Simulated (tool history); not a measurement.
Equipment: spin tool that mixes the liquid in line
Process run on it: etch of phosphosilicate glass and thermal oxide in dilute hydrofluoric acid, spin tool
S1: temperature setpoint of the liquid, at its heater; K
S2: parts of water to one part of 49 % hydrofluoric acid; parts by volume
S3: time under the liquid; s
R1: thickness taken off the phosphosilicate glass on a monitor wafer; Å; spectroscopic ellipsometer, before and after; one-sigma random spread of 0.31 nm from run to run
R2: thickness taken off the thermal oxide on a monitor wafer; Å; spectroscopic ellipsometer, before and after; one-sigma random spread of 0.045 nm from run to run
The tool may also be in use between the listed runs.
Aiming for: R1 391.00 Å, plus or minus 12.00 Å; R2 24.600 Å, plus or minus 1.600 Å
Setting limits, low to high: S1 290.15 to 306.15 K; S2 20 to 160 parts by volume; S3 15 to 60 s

Run 1, hour 0.0: S1 298.15 K, S2 90 parts by volume, S3 30 s. Result: R1 269.83 Å, R2 16.219 Å.
Run 2, hour 4.5: S1 295.15 K, S2 90 parts by volume, S3 30 s. Result: R1 235.59 Å, R2 15.163 Å.
Run 3, hour 6.9: S1 295.15 K, S2 115 parts by volume, S3 30 s. Result: R1 179.75 Å, R2 11.247 Å.
Run 4, hour 15.2: S1 297.65 K, S2 115 parts by volume, S3 30 s. Result: R1 197.73 Å, R2 12.152 Å.
Run 5, hour 18.7: S1 298.65 K, S2 105 parts by volume, S3 30 s. Result: R1 227.64 Å, R2 14.530 Å.
Run 6, hour 26.7: S1 300.15 K, S2 100 parts by volume, S3 30 s. Result: R1 257.49 Å, R2 15.679 Å.
Run 7, hour 28.2: S1 300.15 K, S2 100 parts by volume, S3 30 s. Result: R1 256.04 Å, R2 15.971 Å.
Run 8, hour 35.9: S1 301.65 K, S2 95 parts by volume, S3 30 s. Result: R1 287.00 Å, R2 17.658 Å.
Run 9, hour 38.1: S1 302.65 K, S2 90 parts by volume, S3 30 s. Result: R1 315.28 Å, R2 19.669 Å.
Run 10, hour 41.6: S1 303.65 K, S2 90 parts by volume, S3 30 s. Result: R1 328.43 Å, R2 20.858 Å.
Run 11, hour 48.7: S1 304.15 K, S2 90 parts by volume, S3 30 s. Result: R1 332.27 Å, R2 21.406 Å.
Run 12, hour 53.1: S1 304.15 K, S2 85 parts by volume, S3 30 s. Result: R1 356.52 Å, R2 22.612 Å.
Run 13, hour 54.2: S1 304.65 K, S2 85 parts by volume, S3 30 s. Result: R1 367.04 Å, R2 23.201 Å.
Run 14, hour 58.2: S1 305.15 K, S2 85 parts by volume, S3 30 s. Result: R1 374.93 Å, R2 23.212 Å.
Run 15, hour 66.2: S1 305.65 K, S2 85 parts by volume, S3 30 s. Result: R1 377.49 Å, R2 23.160 Å.
Run 16, hour 69.8: S1 305.65 K, S2 80 parts by volume, S3 30 s. Result: R1 407.37 Å, R2 24.805 Å.

Below are 5 possible settings for the next run. Only one of them brings all results inside the allowed miss of their targets. Which is it?
Run A, hour 73.4: S1 305.15 K, S2 120 parts by volume, S3 50 s. Result: R1 ?, R2 ?.
Run B, hour 73.4: S1 305.15 K, S2 85 parts by volume, S3 35 s. Result: R1 ?, R2 ?.
Run C, hour 73.4: S1 304.15 K, S2 50 parts by volume, S3 20 s. Result: R1 ?, R2 ?.
Run D, hour 73.4: S1 305.65 K, S2 65 parts by volume, S3 25 s. Result: R1 ?, R2 ?.
Run E, hour 73.4: S1 306.15 K, S2 120 parts by volume, S3 45 s. Result: R1 ?, R2 ?.

move      R1      R2
   A  416.79  25.894
   B  433.70  26.945
   C  428.12  26.598
   D  425.83  26.456
   E  388.85  24.158
A: the biggest miss grows against the last run
B: the biggest miss grows against the last run
C: the biggest miss grows against the last run
D: the biggest miss grows against the last run
E: meets every target
E is the move that brings every result within its allowed miss.
